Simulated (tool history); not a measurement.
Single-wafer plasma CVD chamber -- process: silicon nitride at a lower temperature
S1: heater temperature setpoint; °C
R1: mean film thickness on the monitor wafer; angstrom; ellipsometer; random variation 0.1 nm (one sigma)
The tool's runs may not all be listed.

Run 1, day 0.000: S1 360 °C, chamber pressure (Pa) 141, RF power (kW) 0.380, deposition time (s) 34.9. Result: R1 393.73 angstrom.
Run 2, day 0.038: S1 360 °C, chamber pressure (Pa) 152, RF power (kW) 0.385, deposition time (s) 34.9. Result: R1 406.56 angstrom.
Run 3, day 0.067: S1 365 °C, chamber pressure (Pa) 152, RF power (kW) 0.385, deposition time (s) 34.9. Result: R1 403.31 angstrom.
Run 4, day 0.358: S1 360 °C, chamber pressure (Pa) 152, RF power (kW) 0.385, deposition time (s) 34.9. Result: R1 405.50 angstrom.
Run 5, day 0.554: S1 360 °C, chamber pressure (Pa) 161, RF power (kW) 0.390, deposition time (s) 34.9. Result: R1 415.89 angstrom.
Run 6, day 0.900: S1 360 °C, chamber pressure (Pa) 168, RF power (kW) 0.395, deposition time (s) 34.9. Result: R1 423.65 angstrom.

For run 7, what comes out?
Run 7, day 1.071: S1 360 °C, chamber pressure (Pa) 173, RF power (kW) 0.400, deposition time (s) 34.9. Result: R1 ?.

R1: 433.54 angstrom
